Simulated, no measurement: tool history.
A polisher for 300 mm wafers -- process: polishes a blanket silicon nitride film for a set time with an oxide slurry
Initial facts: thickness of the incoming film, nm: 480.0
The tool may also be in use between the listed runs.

run	hour	flow of slurry (ml/min)	pressure of the wafer on the pad (psi)	speed of the pad under the wafer (cm/s)	abrasive content of the slurry	polishing time (s)	film removed (nm)
1	0	180	4.5	100	1	75	49.189
2	8.1	180	4.5	100	0.85	75	46.113
3	15.1	210	4.5	100	0.85	75	46.422
4	20.2	230	4.5	100	0.85	75	47.735
5	26.8	185	4.5	100	0.85	75	46.332
6	31.3	220	4.5	100	0.85	75	46.635
7	38	220	4.1	98	0.85	75	43.075

The next listed run, before its measurement:
8	38.6	220	3.7	94	0.85	75	?

{"run 8": {"film removed (nm)": 38.49}}
